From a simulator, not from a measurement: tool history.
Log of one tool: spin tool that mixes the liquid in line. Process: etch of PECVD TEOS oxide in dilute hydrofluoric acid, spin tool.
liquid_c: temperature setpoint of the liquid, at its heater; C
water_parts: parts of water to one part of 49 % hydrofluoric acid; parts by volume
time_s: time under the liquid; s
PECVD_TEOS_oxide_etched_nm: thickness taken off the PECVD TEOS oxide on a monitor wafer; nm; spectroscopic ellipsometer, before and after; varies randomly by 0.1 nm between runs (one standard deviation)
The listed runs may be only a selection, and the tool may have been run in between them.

run,hour,liquid_c,water_parts,time_s,PECVD_TEOS_oxide_etched_nm
1,0.0,21.0,160,85,9.5895
2,5.8,21.0,160,90,10.2630
3,7.5,21.0,160,85,9.6501
4,9.7,22.0,150,85,10.7690
5,11.1,23.0,145,85,11.6540
# hour 20.1: hydrofluoric acid flow meter replaced
6,20.1,23.0,95,85,17.3040
7,21.8,23.5,95,85,17.6720

Run 8 comes next. What will it give?
8,26.3,24.0,95,85,?

{"run 8": {"PECVD_TEOS_oxide_etched_nm": 18.13}}
